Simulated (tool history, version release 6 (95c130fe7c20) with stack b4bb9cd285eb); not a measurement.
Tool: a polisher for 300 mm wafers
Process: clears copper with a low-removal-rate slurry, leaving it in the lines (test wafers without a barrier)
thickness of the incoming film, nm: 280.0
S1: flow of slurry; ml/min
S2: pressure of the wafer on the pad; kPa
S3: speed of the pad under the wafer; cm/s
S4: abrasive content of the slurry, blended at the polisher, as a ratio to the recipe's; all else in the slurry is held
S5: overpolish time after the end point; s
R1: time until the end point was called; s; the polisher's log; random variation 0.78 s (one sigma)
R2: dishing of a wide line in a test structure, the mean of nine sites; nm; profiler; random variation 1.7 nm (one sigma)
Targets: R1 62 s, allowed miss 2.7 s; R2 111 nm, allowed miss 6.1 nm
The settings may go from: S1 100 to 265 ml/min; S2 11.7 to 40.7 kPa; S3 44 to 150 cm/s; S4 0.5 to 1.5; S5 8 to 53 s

run	hour	S1	S2	S3	S4	S5	R1	R2
1	0	170	26.2	96	1	27	83.289	60.456
2	3.7	170	28.3	96	1	31	76.054	72.002
3	10.4	195	28.3	96	1	31	75.617	71.392
4	17	195	22.8	96	1	31	90.408	61.232
5	24.1	160	22.8	96	1	31	91.979	60.798
6	28.8	160	26.2	96	1	34	83.132	71.165
7	29.7	160	29	96	1	36	76.72	78.584
8	37.3	160	31	96	1	38	73.013	88.009
9	46	165	32.4	96	1	39	68.667	93.057
10	52.7	170	35.2	96	1	43	63.88	101.27

Which of these 4 next moves meets every target?
A	59.4	175	35.9	100	0.8	34	?	?
B	59.4	160	38.6	102	1	41	?	?
C	59.4	145	39.3	86	1.3	47	?	?
D	59.4	185	33.8	96	1.25	36	?	?

move	R1	R2
A	64.314	88.744
B	56.896	109.8
C	63.222	112.12
D	62.654	93.633
A: further off than the last run
B: brings the result that was furthest off to its target, and leaves another outside
C: meets every target
D: further off than the last run
The right move is C.
